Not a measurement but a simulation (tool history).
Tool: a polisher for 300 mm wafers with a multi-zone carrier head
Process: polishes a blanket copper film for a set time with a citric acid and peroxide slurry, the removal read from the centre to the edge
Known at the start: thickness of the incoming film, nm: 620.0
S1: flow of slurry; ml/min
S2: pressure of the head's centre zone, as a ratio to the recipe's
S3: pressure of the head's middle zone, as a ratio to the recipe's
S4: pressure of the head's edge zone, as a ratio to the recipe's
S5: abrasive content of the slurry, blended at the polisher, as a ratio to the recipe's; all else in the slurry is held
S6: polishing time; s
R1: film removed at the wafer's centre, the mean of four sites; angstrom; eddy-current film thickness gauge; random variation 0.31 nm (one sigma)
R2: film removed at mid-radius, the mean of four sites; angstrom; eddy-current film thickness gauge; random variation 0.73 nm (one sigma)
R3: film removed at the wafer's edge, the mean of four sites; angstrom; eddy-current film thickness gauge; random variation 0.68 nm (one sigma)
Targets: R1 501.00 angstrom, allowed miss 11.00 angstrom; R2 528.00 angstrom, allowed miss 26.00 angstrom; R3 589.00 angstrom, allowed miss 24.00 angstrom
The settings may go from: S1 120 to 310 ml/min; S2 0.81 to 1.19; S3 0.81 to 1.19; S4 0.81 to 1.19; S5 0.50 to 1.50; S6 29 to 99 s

Run 1, hour 0.0: S1 200 ml/min, S2 1.00, S3 1.00, S4 1.00, S5 1.00, S6 64 s. Result: R1 897.68 angstrom, R2 884.27 angstrom, R3 880.22 angstrom.
Run 2, hour 0.9: S1 190 ml/min, S2 0.96, S3 0.97, S4 0.99, S5 0.90, S6 60 s. Result: R1 793.86 angstrom, R2 752.88 angstrom, R3 784.72 angstrom.
Run 3, hour 9.5: S1 190 ml/min, S2 0.96, S3 0.97, S4 0.95, S5 0.90, S6 60 s. Result: R1 784.32 angstrom, R2 778.25 angstrom, R3 778.81 angstrom.
Run 4, hour 12.9: S1 190 ml/min, S2 0.96, S3 0.97, S4 0.91, S5 0.90, S6 60 s. Result: R1 804.12 angstrom, R2 782.96 angstrom, R3 774.30 angstrom.
Run 5, hour 17.6: S1 180 ml/min, S2 0.92, S3 0.97, S4 0.94, S5 0.80, S6 57 s. Result: R1 701.85 angstrom, R2 710.37 angstrom, R3 713.25 angstrom.
Run 6, hour 24.5: S1 205 ml/min, S2 0.92, S3 0.97, S4 0.94, S5 0.80, S6 57 s. Result: R1 717.11 angstrom, R2 720.00 angstrom, R3 748.79 angstrom.
Run 7, hour 31.3: S1 190 ml/min, S2 0.89, S3 0.96, S4 0.96, S5 0.75, S6 55 s. Result: R1 642.80 angstrom, R2 674.33 angstrom, R3 679.34 angstrom.
Run 8, hour 33.5: S1 180 ml/min, S2 0.87, S3 0.93, S4 1.00, S5 0.70, S6 55 s. Result: R1 625.47 angstrom, R2 644.39 angstrom, R3 713.87 angstrom.
Run 9, hour 35.6: S1 180 ml/min, S2 0.87, S3 0.93, S4 1.00, S5 0.70, S6 55 s. Result: R1 622.89 angstrom, R2 647.08 angstrom, R3 703.81 angstrom.
Run 10, hour 42.8: S1 170 ml/min, S2 0.86, S3 0.92, S4 0.99, S5 0.65, S6 54 s. Result: R1 594.59 angstrom, R2 628.92 angstrom, R3 655.38 angstrom.
Run 11, hour 51.4: S1 170 ml/min, S2 0.86, S3 0.92, S4 0.99, S5 0.65, S6 54 s. Result: R1 590.03 angstrom, R2 640.06 angstrom, R3 654.74 angstrom.
Run 12, hour 56.7: S1 175 ml/min, S2 0.85, S3 0.90, S4 1.00, S5 0.60, S6 52 s. Result: R1 557.69 angstrom, R2 572.08 angstrom, R3 643.23 angstrom.
Run 13, hour 60.2: S1 175 ml/min, S2 0.85, S3 0.90, S4 1.00, S5 0.60, S6 52 s. Result: R1 559.51 angstrom, R2 592.62 angstrom, R3 638.94 angstrom.
Run 14, hour 61.3: S1 170 ml/min, S2 0.84, S3 0.88, S4 1.00, S5 0.60, S6 52 s. Result: R1 549.56 angstrom, R2 574.71 angstrom, R3 630.36 angstrom.
Run 15, hour 69.5: S1 170 ml/min, S2 0.84, S3 0.88, S4 1.00, S5 0.60, S6 52 s. Result: R1 546.46 angstrom, R2 569.06 angstrom, R3 643.73 angstrom.
Run 16, hour 76.0: S1 160 ml/min, S2 0.83, S3 0.87, S4 0.99, S5 0.60, S6 52 s. Result: R1 536.59 angstrom, R2 546.72 angstrom, R3 615.75 angstrom.
Run 17, hour 84.8: S1 155 ml/min, S2 0.83, S3 0.87, S4 1.00, S5 0.60, S6 52 s. Result: R1 540.62 angstrom, R2 557.08 angstrom, R3 623.75 angstrom.
Run 18, hour 91.3: S1 135 ml/min, S2 0.81, S3 0.87, S4 0.98, S5 0.50, S6 51 s. Result: R1 478.42 angstrom, R2 521.51 angstrom, R3 585.14 angstrom.
Run 19, hour 95.8: S1 140 ml/min, S2 0.81, S3 0.87, S4 0.98, S5 0.50, S6 51 s. Result: R1 486.56 angstrom, R2 517.35 angstrom, R3 601.70 angstrom.

Which of these 4 next moves meets every target?
Run A, hour 100.3: S1 120 ml/min, S2 0.81, S3 0.92, S4 1.02, S5 0.50, S6 51 s. Result: R1 ?, R2 ?, R3 ?.
Run B, hour 100.3: S1 120 ml/min, S2 0.81, S3 0.89, S4 0.96, S5 0.55, S6 51 s. Result: R1 ?, R2 ?, R3 ?.
Run C, hour 100.3: S1 120 ml/min, S2 0.81, S3 0.89, S4 0.99, S5 0.50, S6 52 s. Result: R1 ?, R2 ?, R3 ?.
Run D, hour 100.3: S1 125 ml/min, S2 0.81, S3 0.86, S4 0.91, S5 0.55, S6 53 s. Result: R1 ?, R2 ?, R3 ?.

move      R1      R2      R3
   A  475.26  528.35  592.04
   B  483.03  522.56  584.79
   C  484.48  524.10  595.22
   D  505.71  531.50  595.82
A: further off than the last run
B: further off than the last run
C: further off than the last run
D: meets every target
Answer: D
